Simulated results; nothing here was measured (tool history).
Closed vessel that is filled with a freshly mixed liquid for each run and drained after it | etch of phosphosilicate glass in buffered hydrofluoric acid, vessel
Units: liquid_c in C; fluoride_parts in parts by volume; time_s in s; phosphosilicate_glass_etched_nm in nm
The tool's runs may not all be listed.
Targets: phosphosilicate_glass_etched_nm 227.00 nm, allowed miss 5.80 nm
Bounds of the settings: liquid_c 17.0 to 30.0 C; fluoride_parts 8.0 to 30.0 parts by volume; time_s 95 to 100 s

run	day	liquid_c	fluoride_parts	time_s	phosphosilicate_glass_etched_nm
1	0.000	22.0	21.5	95	126.90
2	0.225	24.0	21.5	95	141.10
3	0.479	24.0	21.5	100	147.61
4	0.533	26.0	20.0	100	175.48
5	0.696	27.0	19.5	100	189.96
6	0.921	27.0	19.5	95	177.78
7	1.192	28.0	19.0	95	192.63
8	1.479	28.5	18.5	95	207.01
9	1.571	29.0	18.5	95	209.97
10	1.725	29.5	18.5	95	218.32

Which of these 5 next moves meets every target?
A	1.879	27.5	16.0	100	?
B	1.879	30.0	17.0	95	?
C	1.879	30.0	18.0	100	?
D	1.879	28.5	16.5	100	?
E	1.879	30.0	18.0	95	?

move	phosphosilicate_glass_etched_nm
A	236.39
B	241.59
C	240.43
D	241.90
E	228.41
A: takes the result that was furthest off past its target
B: takes the result that was furthest off past its target
C: takes the result that was furthest off past its target
D: takes the result that was furthest off past its target
E: meets every target
Answer: E

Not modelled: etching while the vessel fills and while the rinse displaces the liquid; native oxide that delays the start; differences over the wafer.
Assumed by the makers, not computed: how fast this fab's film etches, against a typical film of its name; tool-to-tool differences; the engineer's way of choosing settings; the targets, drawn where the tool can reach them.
